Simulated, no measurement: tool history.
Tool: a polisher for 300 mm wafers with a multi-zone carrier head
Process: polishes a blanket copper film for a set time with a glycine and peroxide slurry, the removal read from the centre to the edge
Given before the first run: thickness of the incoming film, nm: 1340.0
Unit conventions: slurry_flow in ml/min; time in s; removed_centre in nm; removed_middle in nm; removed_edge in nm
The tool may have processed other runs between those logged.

run	day	slurry_flow	centre_zone	middle_zone	edge_zone	time	removed_centre	removed_middle	removed_edge
1	0	205	1	1	1	89	467.31	463.64	459.96
2	0.088	205	0.98	1	0.99	88	459.06	459.27	458.57
3	0.333	170	0.98	1	0.99	88	435	432.89	440.82
4	0.588	170	0.98	1	1.07	88	439.46	431.43	453.86
5	0.712	125	0.98	1	1.07	88	402.03	411.84	430.41
6	0.9	125	0.98	1	1.07	77	360.08	356.5	386.45
7	1.25	125	0.97	1.02	1.06	77	341.43	358.46	377.46

Run 8, settings as shown, results not yet in. Your forecast:
8	1.471	130	0.97	1.03	1.05	77	?	?	?

{"run 8": {"removed_centre": 349.47, "removed_middle": 359.89, "removed_edge": 372.43}}
